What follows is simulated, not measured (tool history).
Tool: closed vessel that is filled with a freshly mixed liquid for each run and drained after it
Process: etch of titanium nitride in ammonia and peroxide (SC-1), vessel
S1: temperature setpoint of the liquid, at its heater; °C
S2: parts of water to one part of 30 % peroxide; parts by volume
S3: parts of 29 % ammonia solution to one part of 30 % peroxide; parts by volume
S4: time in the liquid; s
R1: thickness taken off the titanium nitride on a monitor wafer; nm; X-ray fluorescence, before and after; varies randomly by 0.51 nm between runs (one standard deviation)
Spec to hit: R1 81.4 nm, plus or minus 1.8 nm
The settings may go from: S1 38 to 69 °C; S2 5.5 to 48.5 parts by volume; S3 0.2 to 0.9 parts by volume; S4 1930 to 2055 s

| run | hour | S1 | S2 | S3 | S4 | R1 |
|---|---|---|---|---|---|---|
| 1 | 0 | 53 | 27 | 0.5 | 1930 | 90.457 |
| 2 | 3.5 | 52.5 | 27 | 0.5 | 1930 | 87.649 |
| 3 | 10.1 | 52 | 27 | 0.5 | 1930 | 85.017 |
| 4 | 14.9 | 52 | 27 | 0.5 | 2055 | 89.788 |
| 5 | 20.6 | 45.5 | 27 | 0.5 | 2055 | 57.108 |
| 6 | 22.5 | 41 | 27 | 0.5 | 2055 | 41.651 |
| 7 | 32.1 | 49 | 27 | 0.5 | 2055 | 73.705 |
| 8 | 39.8 | 49 | 27 | 0.5 | 2055 | 73.675 |

Exactly one of the 5 candidate moves below puts every result within its allowed miss. Which one?
| A | 47.5 | 48.5 | 19.5 | 0.5 | 2055 | ? |
| B | 47.5 | 51 | 35 | 0.35 | 1930 | ? |
| C | 47.5 | 42 | 10 | 0.7 | 1955 | ? |
| D | 47.5 | 49.5 | 26 | 0.6 | 1965 | ? |
| E | 47.5 | 48.5 | 18.5 | 0.45 | 1930 | ? |

| move | R1 |
|---|---|
| A | 84.758 |
| B | 63.495 |
| C | 76.831 |
| D | 76.525 |
| E | 80.378 |
A: takes the biggest miss from the last run beyond its target
B: lands further from the targets than the last run did
C: closes in on the targets versus the last run, not all within tolerance yet
D: closes in on the targets versus the last run, not all within tolerance yet
E: meets every target
Move E is the one to make.

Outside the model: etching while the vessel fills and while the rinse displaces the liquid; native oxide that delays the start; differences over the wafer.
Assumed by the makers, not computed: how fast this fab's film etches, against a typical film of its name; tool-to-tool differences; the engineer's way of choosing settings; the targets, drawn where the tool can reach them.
